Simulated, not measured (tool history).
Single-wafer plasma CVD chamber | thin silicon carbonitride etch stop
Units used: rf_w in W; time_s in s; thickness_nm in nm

| run | day | rf_w | time_s | thickness_nm |
|---|---|---|---|---|
| 1 | 0 | 265 | 27.1 | 16.734 |
| 2 | 0.071 | 265 | 30.8 | 19.079 |
| 3 | 0.271 | 250 | 29.6 | 18.16 |
| 4 | 0.317 | 270 | 29.6 | 18.45 |
| 5 | 0.683 | 260 | 28.5 | 17.659 |
| 6 | 0.933 | 250 | 27.5 | 16.92 |

What does the tool deliver on the next run?
| 7 | 1.071 | 245 | 26.6 | ? |

{"run 7": {"thickness_nm": 16.217}}
